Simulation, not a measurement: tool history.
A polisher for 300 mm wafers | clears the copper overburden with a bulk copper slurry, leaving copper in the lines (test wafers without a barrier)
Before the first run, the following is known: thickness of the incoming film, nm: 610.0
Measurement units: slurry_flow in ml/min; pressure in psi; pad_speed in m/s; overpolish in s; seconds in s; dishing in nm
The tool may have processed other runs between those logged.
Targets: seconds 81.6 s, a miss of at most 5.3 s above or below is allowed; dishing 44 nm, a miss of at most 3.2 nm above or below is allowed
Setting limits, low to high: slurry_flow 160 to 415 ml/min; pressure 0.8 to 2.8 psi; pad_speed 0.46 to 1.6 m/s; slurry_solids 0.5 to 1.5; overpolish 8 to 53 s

run  hour  slurry_flow  pressure  pad_speed  slurry_solids  overpolish  seconds  dishing
  1     0          265       1.8       1.02              1          27   111.72   44.079
  2   5.6          265       1.9       1.04              1          24   108.13    45.45
  3     9          265       1.9       1.04              1          15   107.85   37.253
  4    12          265         2       1.04              1          15   104.52   39.413
  5  17.6          200         2       1.04              1          15   104.13   38.683
  6    19          200       2.1       1.04              1          15   100.58   39.179
  7  22.7          200       2.2       1.04              1          15   96.658   39.906
  8  23.5          200       2.3       1.04              1          15   92.383   39.507

Exactly one of the 4 candidate moves below puts every result within its allowed miss. Which one?
  A  24.3          220       2.2       1.22            0.9          43        ?        ?
  B  24.3          220       2.2       1.02           0.95          34        ?        ?
  C  24.3          170       2.8          1           0.95          15        ?        ?
  D  24.3          215       2.5        1.3           0.95          13        ?        ?

move  seconds  dishing
   A   82.653   51.243
   B   97.157    49.84
   C   81.555   44.331
   D   67.938   44.317
A: the furthest-off result lands on target, but another misses its tolerance
B: moves away from the targets compared with the last run
C: all results in spec
D: takes the biggest miss from the last run beyond its target
C is the move that brings every result within its allowed miss.

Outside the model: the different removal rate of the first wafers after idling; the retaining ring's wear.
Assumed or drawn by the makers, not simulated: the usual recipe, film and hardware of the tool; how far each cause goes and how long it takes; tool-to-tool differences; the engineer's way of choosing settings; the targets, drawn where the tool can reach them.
